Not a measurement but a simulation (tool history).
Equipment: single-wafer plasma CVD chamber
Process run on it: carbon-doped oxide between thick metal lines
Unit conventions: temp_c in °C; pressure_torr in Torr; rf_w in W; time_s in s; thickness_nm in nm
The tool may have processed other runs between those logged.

run,hour,temp_c,pressure_torr,rf_w,time_s,thickness_nm
1,0,330,5.25,415,249,1129.1
2,6.1,334,5.13,415,249,1108.9
3,7.3,334,5.13,415,249,1113.6
4,15.3,334,5.13,370,249,1029.1
5,19.2,343,5.13,370,249,999.58
6,20.7,343,5.13,320,249,899.92

Run 7 is up next; what results do you expect?
7,29.4,335,5.76,325,249,?

For run 7 the tool returned thickness_nm 948.61 nm.
